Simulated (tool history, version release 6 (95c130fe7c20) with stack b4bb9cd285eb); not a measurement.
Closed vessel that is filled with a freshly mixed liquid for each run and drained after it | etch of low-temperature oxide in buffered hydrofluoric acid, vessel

| run | hour | temperature setpoint of the liquid (K) | parts of 40 % ammonium fluoride to one part of 49 % hydrofluoric acid (parts by volume) | time in the liquid (s) | thickness taken off the low-temperature oxide on a monitor wafer (nm) |
|---|---|---|---|---|---|
| 1 | 0 | 295.15 | 7.5 | 95 | 641.14 |
| 2 | 1.3 | 295.15 | 8.5 | 95 | 559.25 |
| 3 | 8.7 | 294.65 | 8.5 | 95 | 543.31 |
| 4 | 11.8 | 294.15 | 8.5 | 95 | 527.44 |
| 5 | 16 | 296.65 | 8.5 | 95 | 609.64 |
| 6 | 24.4 | 296.65 | 7.5 | 95 | 694.39 |
| 7 | 31 | 295.65 | 7.5 | 95 | 657.08 |
| 8 | 37.7 | 294.65 | 7.5 | 95 | 620.32 |
| 9 | 38.6 | 294.15 | 7.5 | 95 | 607.28 |

Run 10 comes next. What will it give?
| 10 | 43.6 | 293.65 | 7.5 | 95 | ? |

Run 10 gave thickness taken off the low-temperature oxide on a monitor wafer (nm) 589.86.
